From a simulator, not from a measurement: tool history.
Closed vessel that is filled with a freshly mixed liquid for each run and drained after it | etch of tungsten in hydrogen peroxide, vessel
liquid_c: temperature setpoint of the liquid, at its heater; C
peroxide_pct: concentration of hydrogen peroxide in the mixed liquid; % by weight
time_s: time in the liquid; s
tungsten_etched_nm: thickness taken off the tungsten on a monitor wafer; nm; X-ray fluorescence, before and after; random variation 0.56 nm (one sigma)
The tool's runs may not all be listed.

Run 1, hour 0.0: liquid_c 48.0 C, peroxide_pct 23.5 % by weight, time_s 95 s. Result: tungsten_etched_nm 241.43 nm.
Run 2, hour 5.3: liquid_c 46.0 C, peroxide_pct 23.5 % by weight, time_s 95 s. Result: tungsten_etched_nm 213.18 nm.
Run 3, hour 8.8: liquid_c 46.0 C, peroxide_pct 20.5 % by weight, time_s 95 s. Result: tungsten_etched_nm 200.61 nm.
Run 4, hour 13.7: liquid_c 44.5 C, peroxide_pct 20.5 % by weight, time_s 95 s. Result: tungsten_etched_nm 182.65 nm.
Run 5, hour 18.3: liquid_c 49.0 C, peroxide_pct 20.5 % by weight, time_s 95 s. Result: tungsten_etched_nm 242.76 nm.
Run 6, hour 27.2: liquid_c 47.0 C, peroxide_pct 20.5 % by weight, time_s 95 s. Result: tungsten_etched_nm 214.13 nm.
Run 7, hour 32.6: liquid_c 45.5 C, peroxide_pct 20.5 % by weight, time_s 95 s. Result: tungsten_etched_nm 195.27 nm.
Run 8, hour 35.4: liquid_c 44.0 C, peroxide_pct 20.5 % by weight, time_s 95 s. Result: tungsten_etched_nm 177.55 nm.
Run 9, hour 38.9: liquid_c 43.0 C, peroxide_pct 20.5 % by weight, time_s 95 s. Result: tungsten_etched_nm 166.50 nm.

Run 10 comes next. What will it give?
Run 10, hour 47.0: liquid_c 42.0 C, peroxide_pct 20.5 % by weight, time_s 95 s. Result: tungsten_etched_nm ?.

tungsten_etched_nm: 156.37 nm

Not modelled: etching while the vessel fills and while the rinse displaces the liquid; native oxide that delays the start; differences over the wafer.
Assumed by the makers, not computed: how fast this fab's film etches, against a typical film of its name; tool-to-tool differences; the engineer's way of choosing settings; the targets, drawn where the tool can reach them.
